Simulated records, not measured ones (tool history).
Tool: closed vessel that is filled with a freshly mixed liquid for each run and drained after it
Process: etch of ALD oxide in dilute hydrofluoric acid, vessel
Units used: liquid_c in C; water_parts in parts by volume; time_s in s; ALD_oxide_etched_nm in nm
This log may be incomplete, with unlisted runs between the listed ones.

run,hour,liquid_c,water_parts,time_s,ALD_oxide_etched_nm
1,0.0,23.0,120,30,4.0333
2,5.4,23.0,120,30,4.0516
3,10.6,23.0,90,30,5.5301
4,11.7,26.5,90,30,6.3140
5,19.8,25.0,95,30,5.6368
6,21.6,28.0,95,30,6.4051
7,27.4,26.0,100,30,5.5506
8,36.7,24.5,105,30,4.9802
9,43.6,23.0,105,30,4.6954
10,49.8,22.0,105,30,4.4726
11,52.2,21.0,105,30,4.3532
# hour 54.9: hydrofluoric acid flow meter replaced
12,54.9,20.5,105,30,3.9814

Run 13 comes next. What will it give?
13,60.6,20.0,105,30,?

Run 13 gave ALD_oxide_etched_nm 3.9122 nm.
